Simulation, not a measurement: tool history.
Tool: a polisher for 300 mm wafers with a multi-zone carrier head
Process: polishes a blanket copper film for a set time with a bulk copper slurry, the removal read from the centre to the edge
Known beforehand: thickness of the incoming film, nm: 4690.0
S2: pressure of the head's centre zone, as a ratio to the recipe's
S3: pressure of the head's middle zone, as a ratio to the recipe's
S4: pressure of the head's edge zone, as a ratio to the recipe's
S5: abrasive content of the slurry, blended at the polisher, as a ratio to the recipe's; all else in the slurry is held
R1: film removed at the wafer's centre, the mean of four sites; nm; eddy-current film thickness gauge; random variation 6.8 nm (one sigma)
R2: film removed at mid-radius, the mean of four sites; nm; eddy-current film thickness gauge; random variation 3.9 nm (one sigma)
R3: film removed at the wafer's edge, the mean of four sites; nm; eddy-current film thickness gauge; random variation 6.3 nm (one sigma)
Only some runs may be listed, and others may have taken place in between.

run 1 hour=0.0 | flow_of_slurry_(ml/min)=145 S2=1.00 S3=1.00 S4=1.00 S5=1.00 polishing_time_(s)=63 | R1=812.20 R2=792.91 R3=804.14
run 2 hour=7.5 | flow_of_slurry_(ml/min)=140 S2=1.00 S3=0.97 S4=0.97 S5=0.85 polishing_time_(s)=57 | R1=690.25 R2=684.75 R3=698.78
run 3 hour=14.8 | flow_of_slurry_(ml/min)=135 S2=1.02 S3=0.94 S4=0.95 S5=0.75 polishing_time_(s)=52 | R1=618.28 R2=579.07 R3=597.78
run 4 hour=22.1 | flow_of_slurry_(ml/min)=125 S2=1.02 S3=0.91 S4=0.93 S5=0.70 polishing_time_(s)=51 | R1=593.41 R2=549.04 R3=568.89
run 5 hour=23.2 | flow_of_slurry_(ml/min)=125 S2=1.02 S3=0.91 S4=0.93 S5=0.60 polishing_time_(s)=51 | R1=562.46 R2=519.75 R3=553.02
run 6 hour=27.1 | flow_of_slurry_(ml/min)=125 S2=0.94 S3=0.91 S4=0.93 S5=0.60 polishing_time_(s)=51 | R1=542.42 R2=521.31 R3=552.49
run 7 hour=33.1 | flow_of_slurry_(ml/min)=120 S2=0.94 S3=0.89 S4=0.91 S5=0.55 polishing_time_(s)=50 | R1=512.75 R2=484.78 R3=522.54
run 8 hour=40.8 | flow_of_slurry_(ml/min)=115 S2=0.94 S3=0.87 S4=0.89 S5=0.55 polishing_time_(s)=50 | R1=499.17 R2=468.67 R3=511.72

What does the tool deliver on the next run?
run 9 hour=49.2 | flow_of_slurry_(ml/min)=115 S2=0.94 S3=0.87 S4=0.89 S5=0.55 polishing_time_(s)=50 | R1=? R2=? R3=?

For run 9 the tool returned R1 494.56 nm, R2 473.34 nm, R3 520.64 nm.

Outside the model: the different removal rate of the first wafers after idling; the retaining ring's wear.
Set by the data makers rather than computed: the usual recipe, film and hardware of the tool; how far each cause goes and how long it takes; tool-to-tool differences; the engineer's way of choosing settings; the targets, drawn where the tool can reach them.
